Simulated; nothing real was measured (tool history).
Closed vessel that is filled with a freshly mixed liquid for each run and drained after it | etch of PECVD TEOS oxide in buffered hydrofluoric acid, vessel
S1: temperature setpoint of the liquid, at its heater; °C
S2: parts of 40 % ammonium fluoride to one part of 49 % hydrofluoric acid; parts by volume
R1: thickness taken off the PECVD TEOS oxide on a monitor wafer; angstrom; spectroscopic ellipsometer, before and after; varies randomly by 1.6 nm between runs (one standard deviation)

run 1 hour=0.0 | S1=25.0 S2=20.5 time_in_the_liquid_(s)=95 | R1=903.34
run 2 hour=7.5 | S1=25.0 S2=20.5 time_in_the_liquid_(s)=105 | R1=989.52
run 3 hour=12.6 | S1=26.0 S2=19.5 time_in_the_liquid_(s)=105 | R1=1102.70
run 4 hour=18.7 | S1=27.0 S2=18.5 time_in_the_liquid_(s)=105 | R1=1220.40
run 5 hour=25.3 | S1=27.0 S2=21.0 time_in_the_liquid_(s)=105 | R1=1103.20
run 6 hour=33.7 | S1=28.0 S2=20.0 time_in_the_liquid_(s)=105 | R1=1171.00

Run 7 is up next; what results do you expect?
run 7 hour=39.9 | S1=28.5 S2=19.0 time_in_the_liquid_(s)=105 | R1=?

{"run 7": {"R1": 1324.1}}
